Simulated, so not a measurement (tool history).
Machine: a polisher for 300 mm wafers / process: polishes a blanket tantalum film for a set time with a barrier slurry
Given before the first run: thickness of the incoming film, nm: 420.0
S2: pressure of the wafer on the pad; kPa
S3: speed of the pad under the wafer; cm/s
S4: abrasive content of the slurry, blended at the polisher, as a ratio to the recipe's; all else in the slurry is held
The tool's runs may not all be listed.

{"run": 1, "hour": 0.0, "flow of slurry (ml/min)": 205, "S2": 12.4, "S3": 120, "S4": 1, "polishing time (s)": 55, "film removed (angstrom)": 1134.7}
{"run": 2, "hour": 3.4, "flow of slurry (ml/min)": 205, "S2": 11, "S3": 120, "S4": 1, "polishing time (s)": 55, "film removed (angstrom)": 1018.4}
{"run": 3, "hour": 6.8, "flow of slurry (ml/min)": 205, "S2": 11, "S3": 132, "S4": 1, "polishing time (s)": 55, "film removed (angstrom)": 1065.3}
{"run": 4, "hour": 10.4, "flow of slurry (ml/min)": 205, "S2": 11, "S3": 132, "S4": 1, "polishing time (s)": 55, "film removed (angstrom)": 1078.4}
{"run": 5, "hour": 11.6, "flow of slurry (ml/min)": 205, "S2": 11, "S3": 154, "S4": 1, "polishing time (s)": 55, "film removed (angstrom)": 1204.7}
{"run": 6, "hour": 12.8, "flow of slurry (ml/min)": 205, "S2": 11, "S3": 154, "S4": 1, "polishing time (s)": 55, "film removed (angstrom)": 1205.6}
{"run": 7, "hour": 15.0, "flow of slurry (ml/min)": 205, "S2": 9.7, "S3": 152, "S4": 1, "polishing time (s)": 55, "film removed (angstrom)": 1068.3}

Run 8 comes next. What will it give?
{"run": 8, "hour": 23.0, "flow of slurry (ml/min)": 205, "S2": 9, "S3": 150, "S4": 1, "polishing time (s)": 55, "film removed (angstrom)": "?"}

film removed (angstrom): 982.48
